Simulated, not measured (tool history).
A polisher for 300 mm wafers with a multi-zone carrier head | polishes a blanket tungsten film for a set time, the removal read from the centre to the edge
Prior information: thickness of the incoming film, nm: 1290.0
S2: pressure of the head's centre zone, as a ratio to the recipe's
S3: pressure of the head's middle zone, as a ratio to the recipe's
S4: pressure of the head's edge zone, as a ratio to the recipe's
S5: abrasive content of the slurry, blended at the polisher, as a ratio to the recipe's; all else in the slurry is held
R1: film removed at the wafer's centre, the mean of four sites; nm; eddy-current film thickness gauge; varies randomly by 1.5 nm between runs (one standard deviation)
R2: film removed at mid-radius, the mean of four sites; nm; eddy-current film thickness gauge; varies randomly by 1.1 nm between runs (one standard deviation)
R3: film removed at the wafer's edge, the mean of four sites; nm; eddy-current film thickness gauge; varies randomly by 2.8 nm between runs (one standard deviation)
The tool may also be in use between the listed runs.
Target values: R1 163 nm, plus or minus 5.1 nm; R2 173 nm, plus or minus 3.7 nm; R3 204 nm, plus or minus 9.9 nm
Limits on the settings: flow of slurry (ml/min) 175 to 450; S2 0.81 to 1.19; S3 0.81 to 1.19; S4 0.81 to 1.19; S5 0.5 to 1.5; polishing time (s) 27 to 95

Run 1, hour 0: flow of slurry (ml/min) 290, S2 1, S3 1, S4 1, S5 1, polishing time (s) 61. Result: R1 274.1 nm, R2 270.72 nm, R3 288.28 nm.
Run 2, hour 6.6: flow of slurry (ml/min) 290, S2 1.06, S3 1, S4 1, S5 1, polishing time (s) 61. Result: R1 292.51 nm, R2 275.56 nm, R3 277.97 nm.
Run 3, hour 10.9: flow of slurry (ml/min) 290, S2 1.06, S3 1, S4 1, S5 1.15, polishing time (s) 61. Result: R1 293.7 nm, R2 277.75 nm, R3 289.64 nm.
Run 4, hour 11.7: flow of slurry (ml/min) 290, S2 1.06, S3 1, S4 1, S5 1.25, polishing time (s) 61. Result: R1 300.3 nm, R2 284.87 nm, R3 292.6 nm.
Run 5, hour 15.4: flow of slurry (ml/min) 290, S2 1.06, S3 1, S4 1, S5 1.05, polishing time (s) 61. Result: R1 292.99 nm, R2 276.7 nm, R3 290.43 nm.
Run 6, hour 23.5: flow of slurry (ml/min) 270, S2 0.98, S3 0.97, S4 0.98, S5 0.9, polishing time (s) 56. Result: R1 244.15 nm, R2 241.34 nm, R3 249.6 nm.
Run 7, hour 31.3: flow of slurry (ml/min) 260, S2 0.92, S3 0.94, S4 1.01, S5 0.8, polishing time (s) 52. Result: R1 209.85 nm, R2 213 nm, R3 231.84 nm.
Run 8, hour 40: flow of slurry (ml/min) 250, S2 0.88, S3 0.92, S4 1.03, S5 0.7, polishing time (s) 50. Result: R1 186.09 nm, R2 197.73 nm, R3 221.69 nm.
Run 9, hour 45.8: flow of slurry (ml/min) 240, S2 0.86, S3 0.89, S4 1.02, S5 0.65, polishing time (s) 50. Result: R1 180.43 nm, R2 187.8 nm, R3 217.24 nm.
Run 10, hour 47: flow of slurry (ml/min) 240, S2 0.86, S3 0.89, S4 1.02, S5 0.65, polishing time (s) 50. Result: R1 180.23 nm, R2 190.49 nm, R3 219.04 nm.
Run 11, hour 48.2: flow of slurry (ml/min) 235, S2 0.85, S3 0.87, S4 1, S5 0.6, polishing time (s) 50. Result: R1 177.45 nm, R2 185.08 nm, R3 214.5 nm.

Which one of the following 4 next-run settings gets every result inside its allowed miss? There is exactly one.
Run A, hour 49.4: flow of slurry (ml/min) 345, S2 0.88, S3 0.91, S4 1.12, S5 0.5, polishing time (s) 45. Result: R1 ?, R2 ?, R3 ?.
Run B, hour 49.4: flow of slurry (ml/min) 175, S2 0.82, S3 0.81, S4 1.13, S5 0.6, polishing time (s) 49. Result: R1 ?, R2 ?, R3 ?.
Run C, hour 49.4: flow of slurry (ml/min) 215, S2 0.91, S3 0.81, S4 1, S5 0.55, polishing time (s) 50. Result: R1 ?, R2 ?, R3 ?.
Run D, hour 49.4: flow of slurry (ml/min) 270, S2 0.89, S3 0.91, S4 0.97, S5 0.65, polishing time (s) 51. Result: R1 ?, R2 ?, R3 ?.

move      R1      R2      R3
   A  164.77  171.93  203.39
   B  161.66  165.45  219.11
   C   184.3  169.74  210.79
   D  190.83  197.28   218.2
A: hits every target within its allowed miss
B: the result that was furthest off in the last run now lies on the other side of its target
C: brings the last run's worst result on target, with another outside its allowed miss
D: moves away from the targets compared with the last run
Go with A: it meets all targets.
